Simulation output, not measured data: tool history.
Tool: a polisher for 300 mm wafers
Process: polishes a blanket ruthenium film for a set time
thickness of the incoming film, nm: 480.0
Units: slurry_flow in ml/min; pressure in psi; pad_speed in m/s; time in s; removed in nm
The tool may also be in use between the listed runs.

run 1 hour=0 | slurry_flow=300 pressure=1.8 pad_speed=1.1 time=28 | removed=29.751
run 2 hour=8.6 | slurry_flow=300 pressure=1.6 pad_speed=1.02 time=28 | removed=25.971
run 3 hour=11.5 | slurry_flow=300 pressure=1.4 pad_speed=0.9 time=27 | removed=19.296
run 4 hour=19 | slurry_flow=300 pressure=1.3 pad_speed=0.86 time=27 | removed=17.497
run 5 hour=20.5 | slurry_flow=235 pressure=1.3 pad_speed=0.86 time=27 | removed=17.558
run 6 hour=28.9 | slurry_flow=235 pressure=1.3 pad_speed=0.7 time=27 | removed=14.077
run 7 hour=30.9 | slurry_flow=235 pressure=1.2 pad_speed=0.7 time=27 | removed=13.058

Run 8 comes next. What will it give?
run 8 hour=38.4 | slurry_flow=235 pressure=1.1 pad_speed=0.7 time=27 | removed=?

Run 8 gave removed 12.449 nm.
